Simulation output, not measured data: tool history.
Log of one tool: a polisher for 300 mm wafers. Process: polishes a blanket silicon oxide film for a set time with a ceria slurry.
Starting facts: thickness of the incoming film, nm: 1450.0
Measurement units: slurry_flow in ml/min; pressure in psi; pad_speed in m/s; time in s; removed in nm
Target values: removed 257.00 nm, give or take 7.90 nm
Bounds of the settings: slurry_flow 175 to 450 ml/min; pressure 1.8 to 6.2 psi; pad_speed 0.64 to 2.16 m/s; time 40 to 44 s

| run | hour | slurry_flow | pressure | pad_speed | time | removed |
|---|---|---|---|---|---|---|
| 1 | 0.0 | 290 | 4.0 | 1.40 | 44 | 313.85 |
| 2 | 5.8 | 290 | 3.8 | 1.40 | 44 | 299.79 |
| 3 | 12.1 | 290 | 3.6 | 1.40 | 44 | 283.24 |
| 4 | 18.6 | 330 | 3.6 | 1.40 | 44 | 286.96 |
| 5 | 25.5 | 330 | 4.1 | 1.40 | 44 | 329.48 |
| 6 | 26.4 | 330 | 4.8 | 1.40 | 44 | 377.81 |
| 7 | 27.8 | 330 | 4.3 | 1.40 | 44 | 346.69 |
| 8 | 32.5 | 315 | 4.0 | 1.40 | 44 | 316.85 |
| 9 | 40.2 | 310 | 3.8 | 1.40 | 44 | 303.47 |
| 10 | 46.1 | 305 | 3.6 | 1.40 | 44 | 282.47 |
| 11 | 48.2 | 305 | 3.5 | 1.40 | 44 | 276.29 |
| 12 | 56.3 | 305 | 3.4 | 1.40 | 44 | 271.56 |

Which one of the following 4 next-run settings gets every result inside its allowed miss? There is exactly one.
| A | 64.4 | 375 | 3.8 | 1.44 | 40 | ? |
| B | 64.4 | 285 | 3.9 | 1.36 | 42 | ? |
| C | 64.4 | 255 | 3.3 | 1.58 | 40 | ? |
| D | 64.4 | 255 | 4.1 | 1.34 | 42 | ? |

| move | removed |
|---|---|
| A | 281.71 |
| B | 281.64 |
| C | 251.34 |
| D | 287.80 |
A: lands further from the targets than the last run did
B: lands further from the targets than the last run did
C: all results land within tolerance of their targets
D: lands further from the targets than the last run did
C meets every target.
